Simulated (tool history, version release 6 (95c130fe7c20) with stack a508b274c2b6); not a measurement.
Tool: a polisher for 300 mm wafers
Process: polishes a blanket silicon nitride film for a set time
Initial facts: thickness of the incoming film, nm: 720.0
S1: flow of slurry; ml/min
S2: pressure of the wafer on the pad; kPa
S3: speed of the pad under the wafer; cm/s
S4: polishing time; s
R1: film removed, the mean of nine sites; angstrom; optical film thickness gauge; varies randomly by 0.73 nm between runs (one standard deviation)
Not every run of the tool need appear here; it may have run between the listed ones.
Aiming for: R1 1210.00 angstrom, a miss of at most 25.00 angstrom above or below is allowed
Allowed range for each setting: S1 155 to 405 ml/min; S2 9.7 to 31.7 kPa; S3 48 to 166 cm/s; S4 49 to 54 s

run,day,S1,S2,S3,S4,R1
1,0.000,260,20.7,106,54,921.37
2,0.296,260,20.7,106,49,852.39
3,0.333,265,21.4,106,49,872.79
4,0.567,265,18.6,106,49,764.63
5,0.833,265,18.6,80,49,603.86
6,1.192,265,20.0,80,49,653.26
7,1.279,265,21.4,80,49,691.84
8,1.417,265,22.8,80,49,738.24
9,1.650,265,23.4,80,49,762.84
10,1.954,265,24.1,80,49,785.18
11,2.108,265,24.8,80,49,805.16
12,2.358,265,25.5,82,49,836.33
13,2.467,265,26.2,84,49,866.83
14,2.767,265,26.2,84,49,872.77
15,3.067,265,26.2,84,49,880.87
16,3.088,265,26.2,84,49,883.72
17,3.362,305,31.7,90,49,1124.40
18,3.404,305,31.7,90,49,1116.20
19,3.496,300,31.7,90,49,1129.40
20,3.621,295,31.7,94,49,1165.70

Which single option among these 4 for the next run brings every result within its allowed miss of target? Just one does.
A,3.746,260,31.0,88,51,?
B,3.746,285,31.7,92,52,?
C,3.746,315,31.0,92,50,?
D,3.746,255,31.7,82,52,?

move,R1
A,1120.50
B,1218.30
C,1155.10
D,1101.50
A: its largest miss is bigger than the last run's
B: hits every target within its allowed miss
C: its largest miss is bigger than the last run's
D: its largest miss is bigger than the last run's
Move B is the one to make.

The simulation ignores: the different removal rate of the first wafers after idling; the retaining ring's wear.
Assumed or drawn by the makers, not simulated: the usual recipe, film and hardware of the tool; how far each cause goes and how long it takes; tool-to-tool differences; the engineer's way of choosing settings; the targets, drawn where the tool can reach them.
